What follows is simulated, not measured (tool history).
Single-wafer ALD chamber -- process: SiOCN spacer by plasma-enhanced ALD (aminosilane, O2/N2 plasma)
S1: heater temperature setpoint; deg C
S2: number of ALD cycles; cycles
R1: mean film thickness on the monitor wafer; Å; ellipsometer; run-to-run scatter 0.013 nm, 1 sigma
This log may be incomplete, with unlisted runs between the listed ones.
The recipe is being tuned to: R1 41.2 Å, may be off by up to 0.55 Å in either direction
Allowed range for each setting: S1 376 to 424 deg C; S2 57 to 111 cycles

| run | day | S1 | S2 | R1 |
|---|---|---|---|---|
| 1 | 0 | 400 | 84 | 48.886 |
| 2 | 0.25 | 394 | 84 | 49.61 |
| 3 | 0.5 | 399 | 84 | 48.944 |
| 4 | 0.642 | 399 | 79 | 46.268 |
| 5 | 0.888 | 402 | 77 | 44.76 |
| 6 | 1.221 | 392 | 77 | 45.472 |
| 7 | 1.479 | 394 | 75 | 44.038 |
| 8 | 1.567 | 395 | 74 | 43.651 |
| 9 | 1.679 | 397 | 73 | 42.931 |
| 10 | 1.962 | 398 | 72 | 42.394 |

Consider the 4 candidate settings below. Which is the only one whose results all fall within their allowed miss of target?
| A | 2.246 | 398 | 76 | ? |
| B | 2.246 | 384 | 67 | ? |
| C | 2.246 | 389 | 70 | ? |
| D | 2.246 | 396 | 72 | ? |

| move | R1 |
|---|---|
| A | 44.937 |
| B | 39.741 |
| C | 41.52 |
| D | 42.707 |
A: lands further from the targets than the last run did
B: takes the biggest miss from the last run beyond its target
C: hits every target within its allowed miss
D: lands further from the targets than the last run did
Correct choice: C, which meets every target
